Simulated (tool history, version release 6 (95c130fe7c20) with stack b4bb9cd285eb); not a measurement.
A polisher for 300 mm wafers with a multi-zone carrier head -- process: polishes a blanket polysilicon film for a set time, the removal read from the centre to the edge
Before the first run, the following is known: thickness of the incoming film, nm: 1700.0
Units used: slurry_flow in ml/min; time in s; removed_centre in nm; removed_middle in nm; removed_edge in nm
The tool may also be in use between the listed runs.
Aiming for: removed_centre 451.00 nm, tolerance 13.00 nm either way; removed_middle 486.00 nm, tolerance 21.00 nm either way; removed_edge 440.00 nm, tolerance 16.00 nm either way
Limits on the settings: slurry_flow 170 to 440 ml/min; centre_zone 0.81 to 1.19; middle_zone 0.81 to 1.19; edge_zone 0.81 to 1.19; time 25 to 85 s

run  hour  slurry_flow  centre_zone  middle_zone  edge_zone  time  removed_centre  removed_middle  removed_edge
  1   0.0          280         1.00         1.00       1.00    55          379.34          361.21        378.68
  2   8.2          280         0.93         1.00       1.00    55          350.65          363.54        360.94
  3  12.4          280         0.93         1.00       0.95    55          354.74          383.10        364.71
  4  18.4          280         0.93         0.94       0.95    55          356.08          359.96        356.75
  5  27.4          345         0.93         0.94       0.95    55          364.10          364.26        367.21
     28.8  -- worn pad replaced by a new one
  6  28.8          375         0.93         0.94       0.95    55          384.77          382.07        387.21
  7  36.4          380         0.94         0.96       0.95    55          389.29          396.26        393.67
  8  37.6          385         0.95         0.97       0.94    55          391.51          396.52        393.82
  9  38.8          390         0.96         0.99       0.93    55          402.02          399.60        390.92

4 candidate next runs follow, results not yet known. Just one meets every target within its allowed miss. Identify it.
  A  40.0          415         0.87         1.17       0.83    65               ?               ?             ?
  B  40.0          430         0.86         0.89       1.03    54               ?               ?             ?
  C  40.0          435         0.91         1.01       0.81    65               ?               ?             ?
  D  40.0          405         0.85         1.14       0.81    65               ?               ?             ?

move  removed_centre  removed_middle  removed_edge
   A          433.30          546.67        437.50
   B          356.06          361.09        396.13
   C          454.51          483.56        435.83
   D          422.35          533.69        433.40
A: carries the result that was furthest off beyond its target, to the other side
B: misses by more than the last run did
C: meets every target
D: carries the result that was furthest off beyond its target, to the other side
The right move is C.

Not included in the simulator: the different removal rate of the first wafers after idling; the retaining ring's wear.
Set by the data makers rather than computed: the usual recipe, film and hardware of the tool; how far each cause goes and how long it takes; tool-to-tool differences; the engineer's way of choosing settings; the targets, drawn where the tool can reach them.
